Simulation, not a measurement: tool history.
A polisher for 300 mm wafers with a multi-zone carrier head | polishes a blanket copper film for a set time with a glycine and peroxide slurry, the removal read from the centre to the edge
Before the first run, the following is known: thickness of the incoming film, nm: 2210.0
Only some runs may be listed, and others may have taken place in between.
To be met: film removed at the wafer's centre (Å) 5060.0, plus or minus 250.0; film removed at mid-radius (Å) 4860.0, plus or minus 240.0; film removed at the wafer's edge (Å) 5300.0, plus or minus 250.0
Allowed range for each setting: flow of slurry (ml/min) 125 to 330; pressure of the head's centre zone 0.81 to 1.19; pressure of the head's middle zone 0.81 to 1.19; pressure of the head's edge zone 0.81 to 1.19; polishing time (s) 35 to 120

run,hour,flow of slurry (ml/min),pressure of the head's centre zone,pressure of the head's middle zone,pressure of the head's edge zone,polishing time (s),film removed at the wafer's centre (Å),film removed at mid-radius (Å),film removed at the wafer's edge (Å)
1,0.0,210,1.00,1.00,1.00,77,3318.2,3290.3,3372.2
2,6.4,215,1.01,1.00,1.03,86,3652.1,3780.9,3744.7
3,12.2,170,1.01,1.00,1.03,86,3549.6,3720.7,3626.2
4,14.8,195,1.02,0.97,1.05,93,3914.9,3922.9,4086.5
5,22.1,195,1.02,0.97,1.05,106,4500.2,4559.5,4567.2
6,30.3,195,1.02,0.97,1.10,106,4469.3,4542.6,4759.0
7,34.9,195,1.02,0.97,1.10,106,4499.6,4485.9,4664.8
8,38.1,205,1.02,0.97,1.12,108,4555.5,4669.8,4810.9
# hour 41.6: worn pad replaced by a new one
9,41.6,205,1.03,0.96,1.13,110,5101.7,5093.1,5373.3

4 next moves are on the table. One of them brings every result within its allowed miss. Which?
A,45.1,270,0.97,1.04,1.10,111,?,?,?
B,45.1,210,0.85,0.97,1.06,118,?,?,?
C,45.1,165,1.03,0.92,1.08,111,?,?,?
D,45.1,255,0.96,1.07,1.12,113,?,?,?

move,film removed at the wafer's centre (Å),film removed at mid-radius (Å),film removed at the wafer's edge (Å)
A,5261.4,5714.9,5602.1
B,5028.9,5592.1,5706.1
C,4994.4,4854.2,5254.3
D,5287.8,5899.8,5724.2
A: further off than the last run
B: further off than the last run
C: all results land within tolerance of their targets
D: further off than the last run
C meets every target.
